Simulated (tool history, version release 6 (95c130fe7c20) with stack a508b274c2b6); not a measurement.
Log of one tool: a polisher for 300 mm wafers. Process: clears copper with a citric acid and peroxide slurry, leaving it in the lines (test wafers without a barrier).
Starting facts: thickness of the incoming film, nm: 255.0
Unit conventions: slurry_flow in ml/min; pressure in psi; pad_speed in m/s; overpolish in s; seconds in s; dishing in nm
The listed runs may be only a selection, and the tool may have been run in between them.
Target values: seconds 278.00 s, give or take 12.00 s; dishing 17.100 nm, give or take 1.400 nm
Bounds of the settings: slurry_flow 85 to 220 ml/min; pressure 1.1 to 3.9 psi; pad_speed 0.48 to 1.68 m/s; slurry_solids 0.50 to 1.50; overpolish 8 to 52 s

run 1 hour=0.0 | slurry_flow=140 pressure=2.5 pad_speed=1.08 slurry_solids=1.00 overpolish=26 | seconds=147.17 dishing=22.649
run 2 hour=1.6 | slurry_flow=135 pressure=2.2 pad_speed=1.06 slurry_solids=1.00 overpolish=28 | seconds=168.86 dishing=21.762
run 3 hour=10.2 | slurry_flow=135 pressure=1.9 pad_speed=1.04 slurry_solids=1.00 overpolish=29 | seconds=193.35 dishing=20.302
run 4 hour=11.3 | slurry_flow=100 pressure=1.9 pad_speed=1.04 slurry_solids=1.00 overpolish=29 | seconds=204.94 dishing=18.946
run 5 hour=18.6 | slurry_flow=100 pressure=1.9 pad_speed=0.86 slurry_solids=1.00 overpolish=29 | seconds=250.22 dishing=16.982
run 6 hour=21.7 | slurry_flow=100 pressure=1.9 pad_speed=0.86 slurry_solids=1.10 overpolish=29 | seconds=247.42 dishing=16.791
run 7 hour=22.5 | slurry_flow=100 pressure=1.8 pad_speed=0.86 slurry_solids=1.10 overpolish=30 | seconds=250.79 dishing=16.199
run 8 hour=30.2 | slurry_flow=100 pressure=1.8 pad_speed=0.86 slurry_solids=1.10 overpolish=31 | seconds=249.88 dishing=17.612

Which single option among these 5 for the next run brings every result within its allowed miss of target? Just one does.
run A hour=37.9 | slurry_flow=110 pressure=2.4 pad_speed=0.76 slurry_solids=1.15 overpolish=29 | seconds=? dishing=?
run B hour=37.9 | slurry_flow=95 pressure=2.4 pad_speed=0.78 slurry_solids=1.30 overpolish=26 | seconds=? dishing=?
run C hour=37.9 | slurry_flow=85 pressure=1.6 pad_speed=0.94 slurry_solids=0.95 overpolish=34 | seconds=? dishing=?
run D hour=37.9 | slurry_flow=95 pressure=2.0 pad_speed=1.02 slurry_solids=1.10 overpolish=29 | seconds=? dishing=?
run E hour=37.9 | slurry_flow=85 pressure=1.6 pad_speed=1.08 slurry_solids=1.10 overpolish=28 | seconds=? dishing=?

move=A seconds=226.05 dishing=18.413
move=B seconds=222.56 dishing=17.147
move=C seconds=284.59 dishing=17.188
move=D seconds=206.92 dishing=19.481
move=E seconds=239.48 dishing=16.894
A: its largest miss is bigger than the last run's
B: its largest miss is bigger than the last run's
C: hits every target within its allowed miss
D: its largest miss is bigger than the last run's
E: its largest miss is bigger than the last run's
The move that meets every target is C.

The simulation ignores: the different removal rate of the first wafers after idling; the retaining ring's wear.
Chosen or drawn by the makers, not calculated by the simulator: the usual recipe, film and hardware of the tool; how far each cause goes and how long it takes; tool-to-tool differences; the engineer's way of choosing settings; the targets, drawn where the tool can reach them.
